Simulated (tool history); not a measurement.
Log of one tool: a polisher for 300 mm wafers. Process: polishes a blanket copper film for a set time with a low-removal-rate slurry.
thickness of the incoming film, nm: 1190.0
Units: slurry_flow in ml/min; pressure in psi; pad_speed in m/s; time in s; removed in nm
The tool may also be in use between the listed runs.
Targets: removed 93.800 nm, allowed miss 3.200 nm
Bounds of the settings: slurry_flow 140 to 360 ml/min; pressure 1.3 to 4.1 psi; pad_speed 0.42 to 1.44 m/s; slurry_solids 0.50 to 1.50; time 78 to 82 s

run	hour	slurry_flow	pressure	pad_speed	slurry_solids	time	removed
1	0.0	230	2.7	0.92	1.00	78	177.190
2	1.9	230	2.5	0.90	1.00	78	165.460
3	3.6	230	2.4	0.88	1.00	78	158.240
4	6.3	200	2.4	0.88	1.00	78	157.410
5	7.4	200	2.4	0.88	0.85	78	153.650
6	14.4	200	2.4	1.04	0.85	78	178.370
7	20.2	200	2.3	1.00	0.85	78	166.980
8	23.8	200	2.2	0.96	0.85	78	156.500
9	32.5	200	2.1	0.92	0.85	78	146.920
10	34.1	200	2.0	0.90	0.85	78	140.770
11	42.6	200	1.9	0.88	0.85	78	134.860
12	45.2	200	1.8	0.86	0.85	78	130.250
13	46.6	200	1.7	0.84	0.85	78	121.780
14	54.5	195	1.3	0.74	0.85	78	97.342

Which of these 4 next moves meets every target?
A	62.4	175	1.8	0.64	1.20	78	?
B	62.4	190	1.3	0.66	0.90	81	?
C	62.4	140	1.6	0.78	0.50	82	?
D	62.4	210	1.4	0.74	1.00	79	?

move	removed
A	104.390
B	92.140
C	105.710
D	104.550
A: further off than the last run
B: meets every target
C: further off than the last run
D: further off than the last run
Move B is the one to make.
